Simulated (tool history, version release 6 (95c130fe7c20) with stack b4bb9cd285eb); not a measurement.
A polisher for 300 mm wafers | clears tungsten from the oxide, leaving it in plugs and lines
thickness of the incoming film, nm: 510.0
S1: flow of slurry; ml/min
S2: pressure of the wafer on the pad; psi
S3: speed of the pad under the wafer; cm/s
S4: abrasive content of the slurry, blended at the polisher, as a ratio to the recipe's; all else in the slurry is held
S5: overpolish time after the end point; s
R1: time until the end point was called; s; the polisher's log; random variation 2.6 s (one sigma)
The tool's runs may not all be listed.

| run | hour | S1 | S2 | S3 | S4 | S5 | R1 |
|---|---|---|---|---|---|---|---|
| 1 | 0.0 | 180 | 3.3 | 116 | 1.0 | 5 | 105.36 |
| 2 | 2.4 | 180 | 3.0 | 114 | 1.0 | 5 | 115.72 |
| 3 | 3.9 | 180 | 2.8 | 112 | 1.0 | 5 | 121.97 |
| 4 | 5.5 | 160 | 2.8 | 112 | 1.0 | 5 | 129.12 |
| 5 | 6.7 | 195 | 2.8 | 112 | 1.0 | 5 | 125.93 |
| 6 | 14.3 | 195 | 2.8 | 112 | 1.1 | 5 | 122.08 |
| 7 | 23.1 | 195 | 2.6 | 110 | 1.1 | 5 | 128.67 |
| 8 | 29.5 | 195 | 2.4 | 108 | 1.1 | 5 | 146.35 |
| 9 | 32.0 | 195 | 2.4 | 108 | 1.1 | 5 | 143.52 |
| 10 | 34.3 | 195 | 2.3 | 108 | 1.1 | 5 | 150.12 |

The next listed run, before its measurement:
| 11 | 37.2 | 195 | 2.2 | 108 | 1.1 | 5 | ? |

Run 11 gave R1 154.67 s.

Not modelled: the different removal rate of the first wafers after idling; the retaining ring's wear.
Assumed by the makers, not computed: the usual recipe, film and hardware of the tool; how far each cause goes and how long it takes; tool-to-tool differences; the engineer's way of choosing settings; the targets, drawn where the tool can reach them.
